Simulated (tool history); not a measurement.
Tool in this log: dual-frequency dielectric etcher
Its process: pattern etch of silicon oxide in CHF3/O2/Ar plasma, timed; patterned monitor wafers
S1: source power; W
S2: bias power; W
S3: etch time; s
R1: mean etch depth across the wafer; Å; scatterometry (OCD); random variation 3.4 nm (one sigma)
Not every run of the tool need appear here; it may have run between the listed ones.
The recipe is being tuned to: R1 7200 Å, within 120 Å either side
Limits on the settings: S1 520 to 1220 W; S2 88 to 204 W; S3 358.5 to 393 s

run 1 hour=0 | S1=870 S2=146 S3=393 | R1=7861.4
run 2 hour=4.3 | S1=840 S2=145 S3=393 | R1=7676.1
run 3 hour=6.6 | S1=820 S2=145 S3=393 | R1=7529.3
run 4 hour=10.3 | S1=810 S2=145 S3=393 | R1=7554.1
run 5 hour=17.9 | S1=810 S2=168 S3=393 | R1=8029.9
run 6 hour=24.5 | S1=810 S2=185 S3=393 | R1=8281.4
run 7 hour=25.5 | S1=770 S2=184 S3=393 | R1=8117.6
run 8 hour=27.9 | S1=730 S2=183 S3=393 | R1=7921.5
run 9 hour=35.8 | S1=700 S2=182 S3=393 | R1=7825.4
run 10 hour=43 | S1=670 S2=181 S3=393 | R1=7680
run 11 hour=49.8 | S1=650 S2=181 S3=393 | R1=7527.3
run 12 hour=52.4 | S1=640 S2=181 S3=393 | R1=7437.4
run 13 hour=58.4 | S1=630 S2=181 S3=393 | R1=7421.9
-- hour=63.2 wet clean of the chamber
run 14 hour=63.2 | S1=630 S2=181 S3=393 | R1=7798.2

Next run, 4 choices. One meets every target within its allowed miss, the rest don't. Which?
run A hour=68 | S1=590 S2=184 S3=379.5 | R1=?
run B hour=68 | S1=570 S2=177 S3=379 | R1=?
run C hour=68 | S1=660 S2=174 S3=373 | R1=?
run D hour=68 | S1=690 S2=202 S3=372.5 | R1=?

move=A R1=7459.8
move=B R1=7223.1
move=C R1=7518.2
move=D R1=8132.8
A: nearer than the last run, and not there yet
B: all results in spec
C: nearer than the last run, and not there yet
D: the biggest miss grows against the last run
The right move is B.

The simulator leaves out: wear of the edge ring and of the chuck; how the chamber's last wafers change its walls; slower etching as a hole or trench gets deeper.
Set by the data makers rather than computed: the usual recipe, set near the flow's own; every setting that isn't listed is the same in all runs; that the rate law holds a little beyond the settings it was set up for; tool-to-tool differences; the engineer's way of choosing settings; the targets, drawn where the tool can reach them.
